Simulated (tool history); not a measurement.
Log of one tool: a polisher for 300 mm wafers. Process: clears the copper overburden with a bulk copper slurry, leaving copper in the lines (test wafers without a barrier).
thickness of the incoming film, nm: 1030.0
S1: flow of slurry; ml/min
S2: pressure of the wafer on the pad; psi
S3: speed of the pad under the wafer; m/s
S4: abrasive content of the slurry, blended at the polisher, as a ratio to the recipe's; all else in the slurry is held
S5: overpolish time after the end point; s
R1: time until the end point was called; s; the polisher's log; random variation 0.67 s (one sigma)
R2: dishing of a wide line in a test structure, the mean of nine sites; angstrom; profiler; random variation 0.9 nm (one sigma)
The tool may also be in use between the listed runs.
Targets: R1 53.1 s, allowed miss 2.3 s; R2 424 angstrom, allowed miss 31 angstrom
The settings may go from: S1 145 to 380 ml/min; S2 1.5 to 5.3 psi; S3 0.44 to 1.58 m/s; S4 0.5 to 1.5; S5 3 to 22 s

| run | hour | S1 | S2 | S3 | S4 | S5 | R1 | R2 |
|---|---|---|---|---|---|---|---|---|
| 1 | 0 | 245 | 3.4 | 1 | 1 | 11 | 102.32 | 359.25 |
| 2 | 0.8 | 280 | 3.4 | 1 | 1 | 11 | 101.31 | 355.94 |
| 3 | 7.2 | 280 | 3.4 | 1.18 | 1 | 11 | 85.136 | 388.21 |
| 4 | 8.6 | 280 | 3.4 | 1.18 | 1.15 | 11 | 84.246 | 368.62 |
| 5 | 14.4 | 240 | 3.4 | 1.18 | 1.15 | 11 | 84.603 | 371.91 |
| 6 | 15 | 240 | 3.7 | 1.18 | 1.15 | 11 | 77.58 | 391.26 |
| 7 | 16.6 | 240 | 3.9 | 1.18 | 1.15 | 10 | 73.668 | 371.85 |
| 8 | 17.1 | 240 | 4.1 | 1.18 | 1.15 | 10 | 69.639 | 406.75 |
| 9 | 22.1 | 240 | 4.3 | 1.18 | 1.15 | 9 | 67.96 | 390.77 |
| 10 | 29.7 | 240 | 4.5 | 1.18 | 1.15 | 9 | 63.215 | 410.68 |
| 11 | 31.1 | 240 | 4.6 | 1.18 | 1.15 | 9 | 62.062 | 388.94 |
| 12 | 36.5 | 240 | 4.7 | 1.18 | 1.15 | 9 | 60.488 | 376.59 |
| 13 | 41.3 | 235 | 4.8 | 1.18 | 1.15 | 10 | 60.037 | 419.89 |

4 next moves are on the table. One of them brings every result within its allowed miss. Which?
| A | 46.1 | 270 | 4.9 | 1.28 | 1.15 | 10 | ? | ? |
| B | 46.1 | 250 | 4.7 | 1.02 | 1.15 | 10 | ? | ? |
| C | 46.1 | 315 | 3.7 | 1.34 | 0.95 | 10 | ? | ? |
| D | 46.1 | 195 | 4.9 | 1.06 | 1.1 | 13 | ? | ? |

| move | R1 | R2 |
|---|---|---|
| A | 53.182 | 405.55 |
| B | 69.614 | 384.54 |
| C | 68.909 | 379.74 |
| D | 66.828 | 407.44 |
A: meets every target
B: further off than the last run
C: further off than the last run
D: further off than the last run
The right move is A.

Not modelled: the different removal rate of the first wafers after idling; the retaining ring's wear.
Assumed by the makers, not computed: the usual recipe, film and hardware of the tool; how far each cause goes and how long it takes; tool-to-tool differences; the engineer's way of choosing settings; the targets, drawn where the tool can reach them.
